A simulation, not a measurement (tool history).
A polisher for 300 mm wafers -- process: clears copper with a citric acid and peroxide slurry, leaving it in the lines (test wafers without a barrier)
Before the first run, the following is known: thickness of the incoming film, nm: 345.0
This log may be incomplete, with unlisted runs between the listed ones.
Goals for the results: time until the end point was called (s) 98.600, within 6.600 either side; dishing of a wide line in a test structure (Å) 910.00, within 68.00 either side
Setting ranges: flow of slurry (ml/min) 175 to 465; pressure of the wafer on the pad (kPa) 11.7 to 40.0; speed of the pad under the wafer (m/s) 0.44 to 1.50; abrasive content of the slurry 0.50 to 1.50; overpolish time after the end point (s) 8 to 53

| run | hour | flow of slurry (ml/min) | pressure of the wafer on the pad (kPa) | speed of the pad under the wafer (m/s) | abrasive content of the slurry | overpolish time after the end point (s) | time until the end point was called (s) | dishing of a wide line in a test structure (Å) |
|---|---|---|---|---|---|---|---|---|
| 1 | 0.0 | 295 | 25.5 | 0.96 | 1.00 | 27 | 142.560 | 457.22 |
| 2 | 5.4 | 295 | 27.6 | 0.96 | 1.00 | 30 | 133.450 | 505.98 |
| 3 | 7.5 | 295 | 27.6 | 1.06 | 1.00 | 30 | 123.300 | 584.42 |
| 4 | 10.1 | 295 | 27.6 | 1.06 | 1.20 | 30 | 115.890 | 595.01 |
| 5 | 11.6 | 295 | 27.6 | 1.06 | 1.20 | 38 | 113.710 | 698.02 |
| 6 | 14.3 | 295 | 28.3 | 1.06 | 1.20 | 40 | 117.060 | 734.85 |
| 7 | 23.3 | 295 | 28.3 | 1.06 | 1.20 | 40 | 120.290 | 766.92 |
| 8 | 28.3 | 295 | 29.6 | 1.06 | 1.20 | 40 | 110.650 | 744.22 |

Consider the 4 candidate settings below. Which is the only one whose results all fall within their allowed miss of target?
| A | 33.3 | 250 | 29.6 | 1.04 | 1.20 | 46 | ? | ? |
| B | 33.3 | 285 | 31.7 | 1.12 | 1.20 | 32 | ? | ? |
| C | 33.3 | 280 | 34.5 | 0.88 | 1.25 | 30 | ? | ? |
| D | 33.3 | 285 | 33.8 | 1.06 | 1.15 | 46 | ? | ? |

| move | time until the end point was called (s) | dishing of a wide line in a test structure (Å) |
|---|---|---|
| A | 115.360 | 827.16 |
| B | 98.986 | 723.56 |
| C | 114.640 | 624.88 |
| D | 99.097 | 915.43 |
A: neither nearer nor further off than the last run
B: further off than the last run
C: further off than the last run
D: hits every target within its allowed miss
The right move is D.
